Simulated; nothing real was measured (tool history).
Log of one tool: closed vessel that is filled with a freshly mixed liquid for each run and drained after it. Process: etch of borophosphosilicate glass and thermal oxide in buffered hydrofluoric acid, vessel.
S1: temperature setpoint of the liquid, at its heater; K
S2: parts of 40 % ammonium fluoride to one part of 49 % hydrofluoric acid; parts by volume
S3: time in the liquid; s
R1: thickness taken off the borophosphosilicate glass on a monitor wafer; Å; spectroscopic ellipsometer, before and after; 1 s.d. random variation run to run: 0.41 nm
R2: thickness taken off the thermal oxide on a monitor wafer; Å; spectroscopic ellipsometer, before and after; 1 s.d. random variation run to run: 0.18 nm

Run 1, hour 0: S1 297.15 K, S2 14 parts by volume, S3 60 s. Result: R1 1107.2 Å, R2 559.44 Å.
Run 2, hour 6.5: S1 297.15 K, S2 11.5 parts by volume, S3 60 s. Result: R1 1333.1 Å, R2 680.61 Å.
Run 3, hour 10.4: S1 299.15 K, S2 11.5 parts by volume, S3 60 s. Result: R1 1476.7 Å, R2 752.66 Å.
Run 4, hour 18.9: S1 299.15 K, S2 9 parts by volume, S3 60 s. Result: R1 1805.2 Å, R2 926.99 Å.
Run 5, hour 24.4: S1 296.65 K, S2 10.5 parts by volume, S3 60 s. Result: R1 1406.6 Å, R2 722.46 Å.
Run 6, hour 32.5: S1 300.15 K, S2 10.5 parts by volume, S3 60 s. Result: R1 1704.8 Å, R2 870.3 Å.

Predict the results of run 7:
Run 7, hour 36.4: S1 297.15 K, S2 11.5 parts by volume, S3 60 s. Result: R1 ?, R2 ?.

R1: 1325.2 Å
R2: 682.78 Å
